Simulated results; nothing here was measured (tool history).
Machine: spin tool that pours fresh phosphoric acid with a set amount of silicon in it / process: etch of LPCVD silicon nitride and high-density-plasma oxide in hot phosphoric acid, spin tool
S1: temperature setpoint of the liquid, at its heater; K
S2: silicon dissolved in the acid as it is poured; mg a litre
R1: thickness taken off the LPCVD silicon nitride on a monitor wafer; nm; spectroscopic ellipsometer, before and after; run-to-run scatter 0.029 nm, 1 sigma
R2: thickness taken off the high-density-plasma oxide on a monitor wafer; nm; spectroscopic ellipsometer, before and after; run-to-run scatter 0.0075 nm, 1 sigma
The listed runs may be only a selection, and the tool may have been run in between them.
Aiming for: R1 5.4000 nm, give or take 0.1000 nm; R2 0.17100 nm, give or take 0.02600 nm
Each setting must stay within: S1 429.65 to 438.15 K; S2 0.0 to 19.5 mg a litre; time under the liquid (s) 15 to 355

run 1 hour=0.0 | S1=433.15 S2=8.5 time_under_the_liquid_(s)=180 | R1=13.4310 R2=0.48000
run 2 hour=9.0 | S1=433.15 S2=8.5 time_under_the_liquid_(s)=250 | R1=18.9150 R2=0.66529
run 3 hour=11.1 | S1=432.65 S2=8.5 time_under_the_liquid_(s)=225 | R1=16.6830 R2=0.57979
run 4 hour=18.7 | S1=432.15 S2=8.5 time_under_the_liquid_(s)=200 | R1=14.4270 R2=0.45791
run 5 hour=22.8 | S1=432.15 S2=7.5 time_under_the_liquid_(s)=180 | R1=13.1560 R2=0.42929
run 6 hour=24.2 | S1=431.65 S2=7.0 time_under_the_liquid_(s)=160 | R1=11.4630 R2=0.38667
run 7 hour=27.4 | S1=429.65 S2=11.0 time_under_the_liquid_(s)=70 | R1=4.6708 R2=0.12418
run 8 hour=30.1 | S1=430.15 S2=11.0 time_under_the_liquid_(s)=70 | R1=4.6881 R2=0.13599
run 9 hour=36.8 | S1=432.65 S2=16.0 time_under_the_liquid_(s)=90 | R1=6.6979 R2=0.18056
run 10 hour=43.0 | S1=430.15 S2=10.5 time_under_the_liquid_(s)=100 | R1=6.8049 R2=0.18635
run 11 hour=47.4 | S1=430.15 S2=10.5 time_under_the_liquid_(s)=95 | R1=6.4654 R2=0.18776
run 12 hour=53.4 | S1=430.15 S2=10.5 time_under_the_liquid_(s)=90 | R1=6.1273 R2=0.17237
run 13 hour=54.0 | S1=430.15 S2=10.5 time_under_the_liquid_(s)=85 | R1=5.7834 R2=0.17212
run 14 hour=58.9 | S1=430.15 S2=10.5 time_under_the_liquid_(s)=85 | R1=5.7655 R2=0.15520
run 15 hour=63.8 | S1=430.15 S2=10.0 time_under_the_liquid_(s)=85 | R1=5.7497 R2=0.17025

Pick the move, out of 4, that brings all results within their allowed miss; only one does.
run A hour=68.7 | S1=430.65 S2=7.0 time_under_the_liquid_(s)=85 | R1=? R2=?
run B hour=68.7 | S1=431.65 S2=10.0 time_under_the_liquid_(s)=75 | R1=? R2=?
run C hour=68.7 | S1=432.65 S2=5.5 time_under_the_liquid_(s)=85 | R1=? R2=?
run D hour=68.7 | S1=430.15 S2=7.5 time_under_the_liquid_(s)=90 | R1=? R2=?

move=A R1=5.8457 R2=0.18286
move=B R1=5.3358 R2=0.16301
move=C R1=6.2547 R2=0.21892
move=D R1=6.0851 R2=0.18454
A: moves away from the targets compared with the last run
B: hits every target within its allowed miss
C: moves away from the targets compared with the last run
D: moves away from the targets compared with the last run
The move that meets every target is B.

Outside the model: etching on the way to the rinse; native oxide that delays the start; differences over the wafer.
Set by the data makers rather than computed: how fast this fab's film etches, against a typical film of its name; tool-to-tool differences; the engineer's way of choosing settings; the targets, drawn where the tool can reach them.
